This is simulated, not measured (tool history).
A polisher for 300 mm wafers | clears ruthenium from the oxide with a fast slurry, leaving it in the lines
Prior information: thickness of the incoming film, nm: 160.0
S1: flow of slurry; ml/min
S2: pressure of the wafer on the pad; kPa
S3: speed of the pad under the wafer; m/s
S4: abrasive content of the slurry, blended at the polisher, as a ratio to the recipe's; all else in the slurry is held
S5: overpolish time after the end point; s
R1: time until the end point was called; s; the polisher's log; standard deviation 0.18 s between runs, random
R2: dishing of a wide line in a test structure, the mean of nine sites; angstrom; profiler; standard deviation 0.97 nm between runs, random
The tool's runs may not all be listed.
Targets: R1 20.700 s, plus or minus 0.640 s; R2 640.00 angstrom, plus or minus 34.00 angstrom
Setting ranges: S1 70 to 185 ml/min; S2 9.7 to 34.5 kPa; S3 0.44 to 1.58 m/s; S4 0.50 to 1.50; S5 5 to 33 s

Run 1, hour 0.0: S1 120 ml/min, S2 22.1 kPa, S3 1.00 m/s, S4 1.00, S5 17 s. Result: R1 26.126 s, R2 545.06 angstrom.
Run 2, hour 0.7: S1 120 ml/min, S2 22.1 kPa, S3 1.16 m/s, S4 1.00, S5 17 s. Result: R1 23.160 s, R2 577.50 angstrom.
Run 3, hour 2.7: S1 125 ml/min, S2 22.1 kPa, S3 1.16 m/s, S4 1.00, S5 17 s. Result: R1 22.621 s, R2 572.29 angstrom.
Run 4, hour 5.0: S1 130 ml/min, S2 22.1 kPa, S3 1.16 m/s, S4 1.00, S5 18 s. Result: R1 22.801 s, R2 581.49 angstrom.
Run 5, hour 9.7: S1 130 ml/min, S2 22.1 kPa, S3 0.94 m/s, S4 1.00, S5 18 s. Result: R1 27.107 s, R2 547.60 angstrom.
Run 6, hour 14.5: S1 130 ml/min, S2 22.1 kPa, S3 0.94 m/s, S4 1.00, S5 14 s. Result: R1 27.492 s, R2 491.82 angstrom.
Run 7, hour 17.5: S1 130 ml/min, S2 23.4 kPa, S3 0.94 m/s, S4 1.00, S5 15 s. Result: R1 25.390 s, R2 516.08 angstrom.
Run 8, hour 23.7: S1 130 ml/min, S2 24.1 kPa, S3 0.94 m/s, S4 1.00, S5 16 s. Result: R1 24.850 s, R2 530.83 angstrom.
Run 9, hour 25.6: S1 130 ml/min, S2 24.8 kPa, S3 0.94 m/s, S4 1.00, S5 17 s. Result: R1 24.392 s, R2 552.36 angstrom.
Run 10, hour 29.5: S1 135 ml/min, S2 25.5 kPa, S3 0.94 m/s, S4 1.00, S5 18 s. Result: R1 23.735 s, R2 587.91 angstrom.
Run 11, hour 38.0: S1 135 ml/min, S2 26.2 kPa, S3 0.94 m/s, S4 1.00, S5 18 s. Result: R1 22.920 s, R2 593.85 angstrom.
Run 12, hour 45.4: S1 135 ml/min, S2 26.9 kPa, S3 0.94 m/s, S4 1.00, S5 18 s. Result: R1 22.270 s, R2 602.61 angstrom.
Run 13, hour 49.4: S1 140 ml/min, S2 27.6 kPa, S3 0.94 m/s, S4 1.00, S5 19 s. Result: R1 21.819 s, R2 589.11 angstrom.

Which single option among these 4 for the next run brings every result within its allowed miss of target? Just one does.
Run A, hour 53.4: S1 115 ml/min, S2 30.3 kPa, S3 0.96 m/s, S4 1.10, S5 15 s. Result: R1 ?, R2 ?.
Run B, hour 53.4: S1 170 ml/min, S2 29.6 kPa, S3 0.98 m/s, S4 1.05, S5 13 s. Result: R1 ?, R2 ?.
Run C, hour 53.4: S1 150 ml/min, S2 33.8 kPa, S3 0.76 m/s, S4 1.35, S5 20 s. Result: R1 ?, R2 ?.
Run D, hour 53.4: S1 145 ml/min, S2 28.3 kPa, S3 0.94 m/s, S4 1.05, S5 21 s. Result: R1 ?, R2 ?.

move      R1      R2
   A  19.142  585.04
   B  18.600  559.25
   C  19.031  640.84
   D  20.571  636.08
A: takes the biggest miss from the last run beyond its target
B: takes the biggest miss from the last run beyond its target
C: takes the biggest miss from the last run beyond its target
D: every result lands within tolerance
The move that meets every target is D.

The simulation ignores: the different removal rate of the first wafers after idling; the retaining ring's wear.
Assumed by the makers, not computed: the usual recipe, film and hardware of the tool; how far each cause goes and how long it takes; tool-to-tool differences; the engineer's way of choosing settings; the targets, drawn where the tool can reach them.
